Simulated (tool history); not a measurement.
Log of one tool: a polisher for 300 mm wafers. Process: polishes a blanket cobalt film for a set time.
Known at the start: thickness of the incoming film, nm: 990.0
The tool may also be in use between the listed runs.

run,hour,flow of slurry (ml/min),pressure of the wafer on the pad (psi),speed of the pad under the wafer (cm/s),polishing time (s),film removed (nm)
1,0.0,255,2.4,80,45,261.99
2,7.3,255,2.3,80,45,249.21
3,8.7,255,2.9,80,45,308.49
4,12.7,255,2.7,80,45,291.02
5,16.1,255,2.7,92,45,328.49
6,19.6,255,2.4,92,45,299.03
7,24.9,255,2.2,92,45,271.29
8,29.7,255,2.0,92,45,241.68
9,31.0,255,1.9,92,45,234.95
10,32.8,255,1.8,92,45,223.99

Run 11 comes next. What will it give?
11,40.7,255,1.7,92,45,?

film removed (nm): 209.97

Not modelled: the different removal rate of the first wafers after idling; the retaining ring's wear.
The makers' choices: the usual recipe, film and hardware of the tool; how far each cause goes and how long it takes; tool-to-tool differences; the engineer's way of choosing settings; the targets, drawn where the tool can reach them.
